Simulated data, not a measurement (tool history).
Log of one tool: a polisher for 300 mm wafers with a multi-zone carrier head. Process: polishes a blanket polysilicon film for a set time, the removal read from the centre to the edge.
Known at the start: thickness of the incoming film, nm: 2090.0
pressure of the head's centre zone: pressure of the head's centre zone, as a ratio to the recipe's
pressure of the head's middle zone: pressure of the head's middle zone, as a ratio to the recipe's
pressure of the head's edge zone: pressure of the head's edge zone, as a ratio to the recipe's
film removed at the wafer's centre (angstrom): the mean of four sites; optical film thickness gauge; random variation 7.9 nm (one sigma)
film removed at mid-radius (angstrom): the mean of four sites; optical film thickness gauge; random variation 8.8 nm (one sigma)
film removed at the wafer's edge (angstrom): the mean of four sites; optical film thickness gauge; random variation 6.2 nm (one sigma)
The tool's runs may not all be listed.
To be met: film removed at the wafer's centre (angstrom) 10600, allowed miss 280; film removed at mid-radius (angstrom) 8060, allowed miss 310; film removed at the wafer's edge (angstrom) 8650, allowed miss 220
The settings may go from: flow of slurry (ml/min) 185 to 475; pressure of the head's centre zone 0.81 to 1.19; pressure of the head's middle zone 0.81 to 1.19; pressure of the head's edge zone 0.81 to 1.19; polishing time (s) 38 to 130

| run | hour | flow of slurry (ml/min) | pressure of the head's centre zone | pressure of the head's middle zone | pressure of the head's edge zone | polishing time (s) | film removed at the wafer's centre (angstrom) | film removed at mid-radius (angstrom) | film removed at the wafer's edge (angstrom) |
|---|---|---|---|---|---|---|---|---|---|
| 1 | 0 | 305 | 1 | 1 | 1 | 84 | 6694.7 | 6785.9 | 6368.6 |
| 2 | 2.3 | 305 | 1 | 1 | 1 | 98 | 7646.1 | 7772 | 7544.4 |
| 3 | 7.2 | 305 | 1 | 0.96 | 1 | 98 | 7694.1 | 7531.4 | 7529.5 |
| 4 | 11.8 | 305 | 1.05 | 0.96 | 1 | 98 | 8145.2 | 7586 | 7544.2 |
| 5 | 15 | 245 | 1.05 | 0.96 | 1 | 98 | 7972.5 | 7202.6 | 7339.6 |
| 6 | 22.5 | 270 | 1.08 | 0.95 | 1.01 | 100 | 8541.4 | 7483.8 | 7662.9 |
| 7 | 28.9 | 295 | 1.1 | 0.94 | 1.02 | 101 | 8846.2 | 7467.4 | 7724.8 |
| 8 | 37.1 | 305 | 1.12 | 0.94 | 1.04 | 102 | 9056.4 | 7639.6 | 7935.4 |
| 9 | 43.2 | 315 | 1.14 | 0.93 | 1.04 | 104 | 9445.9 | 7752.7 | 8085 |
| 10 | 48.9 | 320 | 1.15 | 0.92 | 1.04 | 105 | 9479.2 | 7837.9 | 8254.3 |
| 11 | 54.7 | 300 | 1.16 | 0.92 | 1.04 | 106 | 9845.8 | 7879.7 | 8192.8 |
| 12 | 58 | 300 | 1.17 | 0.91 | 1.04 | 107 | 10011 | 7700.8 | 8311.1 |

Which of these 5 next moves meets every target?
| A | 61.3 | 245 | 1.17 | 0.81 | 1.09 | 112 | ? | ? | ? |
| B | 61.3 | 260 | 1.16 | 0.87 | 0.97 | 117 | ? | ? | ? |
| C | 61.3 | 250 | 1.18 | 0.92 | 1.08 | 106 | ? | ? | ? |
| D | 61.3 | 355 | 1.11 | 0.92 | 1.09 | 107 | ? | ? | ? |
| E | 61.3 | 265 | 1.19 | 0.95 | 1.1 | 100 | ? | ? | ? |

| move | film removed at the wafer's centre (angstrom) | film removed at mid-radius (angstrom) | film removed at the wafer's edge (angstrom) |
|---|---|---|---|
| A | 10301 | 7399.9 | 8770.6 |
| B | 10750 | 8252.2 | 8689.1 |
| C | 9865.3 | 7795.3 | 8264.2 |
| D | 9714.2 | 8137.9 | 8595.4 |
| E | 9453.9 | 7600.9 | 7903.1 |
A: as far off as the last run
B: meets every target
C: further off than the last run
D: further off than the last run
E: further off than the last run
The right move is B.
